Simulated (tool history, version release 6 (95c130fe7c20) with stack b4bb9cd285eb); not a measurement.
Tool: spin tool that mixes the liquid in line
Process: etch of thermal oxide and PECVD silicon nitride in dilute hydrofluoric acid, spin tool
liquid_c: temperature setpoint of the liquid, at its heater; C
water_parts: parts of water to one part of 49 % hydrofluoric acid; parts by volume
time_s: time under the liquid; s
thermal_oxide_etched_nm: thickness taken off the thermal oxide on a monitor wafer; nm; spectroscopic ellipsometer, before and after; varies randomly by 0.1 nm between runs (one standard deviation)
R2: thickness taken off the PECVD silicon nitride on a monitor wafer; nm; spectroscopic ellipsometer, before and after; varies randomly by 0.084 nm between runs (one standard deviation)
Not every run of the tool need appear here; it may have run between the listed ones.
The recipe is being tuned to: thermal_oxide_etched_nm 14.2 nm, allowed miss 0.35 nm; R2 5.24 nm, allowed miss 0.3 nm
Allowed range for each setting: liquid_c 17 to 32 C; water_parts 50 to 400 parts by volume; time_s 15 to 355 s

run 1 hour=0 | liquid_c=24 water_parts=225 time_s=180 | thermal_oxide_etched_nm=3.3301 R2=1.3952
run 2 hour=1.3 | liquid_c=22.5 water_parts=225 time_s=180 | thermal_oxide_etched_nm=3.1439 R2=1.2988
run 3 hour=5.3 | liquid_c=22.5 water_parts=150 time_s=180 | thermal_oxide_etched_nm=5.0372 R2=1.9064
run 4 hour=6.6 | liquid_c=22.5 water_parts=120 time_s=180 | thermal_oxide_etched_nm=6.5527 R2=2.3281
run 5 hour=7.8 | liquid_c=25 water_parts=95 time_s=180 | thermal_oxide_etched_nm=9.5329 R2=3.409
run 6 hour=8.3 | liquid_c=25 water_parts=150 time_s=180 | thermal_oxide_etched_nm=5.5716 R2=2.172
run 7 hour=17.2 | liquid_c=26.5 water_parts=115 time_s=185 | thermal_oxide_etched_nm=8.2846 R2=3.1303
run 8 hour=24.5 | liquid_c=28 water_parts=95 time_s=185 | thermal_oxide_etched_nm=10.889 R2=4.3724
run 9 hour=25.1 | liquid_c=27.5 water_parts=50 time_s=180 | thermal_oxide_etched_nm=21.004 R2=7.5876
run 10 hour=33.4 | liquid_c=26.5 water_parts=60 time_s=185 | thermal_oxide_etched_nm=17.091 R2=6.1215
run 11 hour=40.8 | liquid_c=26.5 water_parts=65 time_s=185 | thermal_oxide_etched_nm=15.721 R2=5.7468

Exactly one of the 4 candidate moves below puts every result within its allowed miss. Which one?
run A hour=48.2 | liquid_c=27 water_parts=65 time_s=165 | thermal_oxide_etched_nm=? R2=?
run B hour=48.2 | liquid_c=32 water_parts=80 time_s=185 | thermal_oxide_etched_nm=? R2=?
run C hour=48.2 | liquid_c=32 water_parts=105 time_s=225 | thermal_oxide_etched_nm=? R2=?
run D hour=48.2 | liquid_c=27 water_parts=70 time_s=200 | thermal_oxide_etched_nm=? R2=?

move=A thermal_oxide_etched_nm=14.298 R2=5.1924
move=B thermal_oxide_etched_nm=15.454 R2=6.5157
move=C thermal_oxide_etched_nm=13.794 R2=6.0213
move=D thermal_oxide_etched_nm=15.981 R2=5.8487
A: all results in spec
B: about the same distance from the targets as the last run
C: carries the result that was furthest off beyond its target, to the other side
D: misses by more than the last run did
The right move is A.
